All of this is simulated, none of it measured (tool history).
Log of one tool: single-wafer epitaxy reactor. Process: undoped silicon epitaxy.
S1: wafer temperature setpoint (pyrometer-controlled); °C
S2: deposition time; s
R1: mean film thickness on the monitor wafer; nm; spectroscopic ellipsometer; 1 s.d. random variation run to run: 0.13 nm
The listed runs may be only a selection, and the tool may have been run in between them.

run  hour   S1   S2      R1
  1   0.0  625  312  30.093
  2   1.7  630  312  34.089
  3   3.1  630  348  38.060
  4   7.8  639  348  46.431
  5  13.9  631  347  38.804
  6  22.3  631  317  35.239
  7  25.2  627  317  32.071

Forecast run 8:
  8  30.3  624  317   ?

{"run 8": {"R1": 29.892}}
